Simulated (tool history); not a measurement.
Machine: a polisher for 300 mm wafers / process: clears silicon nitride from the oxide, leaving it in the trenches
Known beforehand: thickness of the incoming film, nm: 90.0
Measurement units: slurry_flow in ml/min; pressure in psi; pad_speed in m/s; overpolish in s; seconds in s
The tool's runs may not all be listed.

run	hour	slurry_flow	pressure	pad_speed	overpolish	seconds
1	0	245	3.2	0.98	8	77.044
2	7.5	245	3.2	1.16	8	68.245
3	14.1	245	2.7	1.16	8	74.736
4	21.2	245	2.7	0.96	8	88.265
5	28.1	245	2.4	0.96	8	94.091
6	34.6	245	2.2	0.96	8	98.732

Run 7, settings as shown, results not yet in. Your forecast:
7	41.9	245	2	0.96	8	?

seconds: 102.42 s

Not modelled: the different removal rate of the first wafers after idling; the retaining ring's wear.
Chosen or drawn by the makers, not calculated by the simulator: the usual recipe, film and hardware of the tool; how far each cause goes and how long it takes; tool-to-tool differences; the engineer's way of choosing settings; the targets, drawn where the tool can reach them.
